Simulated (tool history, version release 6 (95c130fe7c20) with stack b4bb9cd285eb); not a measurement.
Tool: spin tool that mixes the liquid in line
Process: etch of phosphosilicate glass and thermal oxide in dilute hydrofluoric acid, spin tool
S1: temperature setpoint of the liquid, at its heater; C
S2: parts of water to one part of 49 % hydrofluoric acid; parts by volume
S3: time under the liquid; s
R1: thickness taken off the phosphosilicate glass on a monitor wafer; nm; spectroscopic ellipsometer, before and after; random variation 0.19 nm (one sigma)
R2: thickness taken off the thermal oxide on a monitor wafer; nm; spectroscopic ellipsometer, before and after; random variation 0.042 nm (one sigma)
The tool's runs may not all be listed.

run  hour  S1   S2  S3      R1       R2
  1   0.0  25  235  85  35.606  1.63520
  2   5.5  25  320  85  23.919  1.09320
  3  10.5  25  260  85  31.356  1.38540
  4  12.7  22  260  85  28.218  1.28210
  5  13.4  22  320  85  21.784  0.95430
  6  15.9  22  355  85  18.822  0.85529
  7  19.1  22  355  85  18.786  0.85567

Run 8 comes next. What will it give?
     20.1  -- thermometer replaced
  8  20.1  25  315  85   ?   ?

{"run 8": {"R1": 22.882, "R2": 1.0427}}

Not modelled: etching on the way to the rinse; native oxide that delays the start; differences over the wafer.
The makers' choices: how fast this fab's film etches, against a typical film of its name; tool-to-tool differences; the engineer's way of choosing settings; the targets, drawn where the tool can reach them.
